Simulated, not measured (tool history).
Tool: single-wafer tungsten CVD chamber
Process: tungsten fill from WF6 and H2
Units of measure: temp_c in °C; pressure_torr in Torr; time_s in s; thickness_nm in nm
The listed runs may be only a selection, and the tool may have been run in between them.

run,day,temp_c,pressure_torr,time_s,thickness_nm
1,0.000,390,51.5,27.8,86.526
2,0.217,399,51.5,27.8,102.910
3,0.367,396,51.3,27.8,96.954
4,0.425,396,46.1,27.8,91.664
5,0.629,395,46.0,27.8,90.397
6,0.896,395,54.2,27.8,97.408
7,0.938,393,54.1,27.8,93.812

Estimate the outcome of run 8 from the log above:
8,0.967,391,54.0,27.8,?

{"run 8": {"thickness_nm": 90.32}}

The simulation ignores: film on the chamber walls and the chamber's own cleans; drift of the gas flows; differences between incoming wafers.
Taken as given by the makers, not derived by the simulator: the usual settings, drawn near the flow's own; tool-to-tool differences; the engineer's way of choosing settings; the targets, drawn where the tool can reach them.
